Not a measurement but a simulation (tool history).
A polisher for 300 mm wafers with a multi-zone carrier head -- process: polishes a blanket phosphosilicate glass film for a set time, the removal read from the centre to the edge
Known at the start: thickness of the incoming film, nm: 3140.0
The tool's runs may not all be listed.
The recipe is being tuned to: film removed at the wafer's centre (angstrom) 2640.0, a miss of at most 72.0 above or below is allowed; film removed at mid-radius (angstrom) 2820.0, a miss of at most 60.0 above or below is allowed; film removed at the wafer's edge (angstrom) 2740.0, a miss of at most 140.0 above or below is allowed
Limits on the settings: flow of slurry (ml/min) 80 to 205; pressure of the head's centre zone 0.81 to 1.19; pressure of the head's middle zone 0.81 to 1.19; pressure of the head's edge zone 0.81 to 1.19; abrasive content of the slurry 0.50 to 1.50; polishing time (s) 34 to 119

run	day	flow of slurry (ml/min)	pressure of the head's centre zone	pressure of the head's middle zone	pressure of the head's edge zone	abrasive content of the slurry	polishing time (s)	film removed at the wafer's centre (angstrom)	film removed at mid-radius (angstrom)	film removed at the wafer's edge (angstrom)
1	0.000	135	1.00	1.00	1.00	1.00	76	6440.5	6243.2	6289.6
2	0.338	135	1.00	0.93	1.00	1.00	76	6473.9	5829.4	6364.6
3	0.496	125	0.96	0.94	0.94	0.85	64	4636.9	4471.4	4628.8
4	0.854	115	0.93	0.93	0.90	0.75	60	3702.7	3672.6	3902.4
5	1.133	115	0.93	0.93	0.90	0.75	77	4785.2	4702.1	4868.1
6	1.192	115	0.99	0.93	0.90	0.75	77	5117.5	4745.2	4820.5
7	1.471	105	0.96	0.94	0.87	0.65	70	3904.4	3774.7	3905.6
8	1.704	100	0.96	0.97	0.85	0.60	66	3363.2	3356.5	3300.7
9	1.779	95	0.95	0.97	0.84	0.55	65	2974.0	2989.7	2931.9
10	1.946	90	0.94	0.98	0.84	0.55	65	2814.4	2989.7	2940.7
11	2.042	85	0.94	0.98	0.83	0.55	65	2780.8	2952.4	2792.8
12	2.071	85	0.94	0.98	0.83	0.55	65	2808.2	2907.7	2894.2
13	2.267	85	0.94	0.98	0.83	0.55	65	2807.4	2898.2	2813.6
14	2.612	85	0.93	0.98	0.83	0.55	65	2788.8	2929.2	2918.9
15	2.862	85	0.93	0.99	0.82	0.55	65	2755.6	2930.4	2850.8
16	2.892	85	0.92	0.98	0.81	0.50	64	2424.0	2599.1	2563.2
17	2.946	85	0.92	0.98	0.81	0.50	64	2443.7	2636.5	2553.0
18	2.983	95	0.92	0.98	0.82	0.50	64	2538.5	2714.0	2630.8
19	3.121	100	0.92	0.98	0.83	0.50	64	2593.9	2768.7	2678.2
20	3.267	100	0.92	0.98	0.84	0.50	64	2608.3	2755.7	2715.0

Exercise: of the 5 proposed moves below, exactly one satisfies all targets within the stated allowed misses. Which move is it?
A	3.412	110	0.93	1.01	0.90	0.50	62	?	?	?
B	3.412	115	0.96	1.01	0.86	0.50	58	?	?	?
C	3.412	120	0.86	0.91	0.84	0.60	52	?	?	?
D	3.412	100	0.88	0.92	0.86	0.50	64	?	?	?
E	3.412	80	0.93	0.95	0.81	0.50	70	?	?	?

move	film removed at the wafer's centre (angstrom)	film removed at mid-radius (angstrom)	film removed at the wafer's edge (angstrom)
A	2639.7	2805.6	2753.5
B	2587.0	2657.9	2545.3
C	2521.6	2651.2	2734.3
D	2489.3	2600.7	2732.2
E	2609.9	2685.0	2753.3
A: all results in spec
B: further off than the last run
C: further off than the last run
D: further off than the last run
E: further off than the last run
Go with A: it meets all targets.

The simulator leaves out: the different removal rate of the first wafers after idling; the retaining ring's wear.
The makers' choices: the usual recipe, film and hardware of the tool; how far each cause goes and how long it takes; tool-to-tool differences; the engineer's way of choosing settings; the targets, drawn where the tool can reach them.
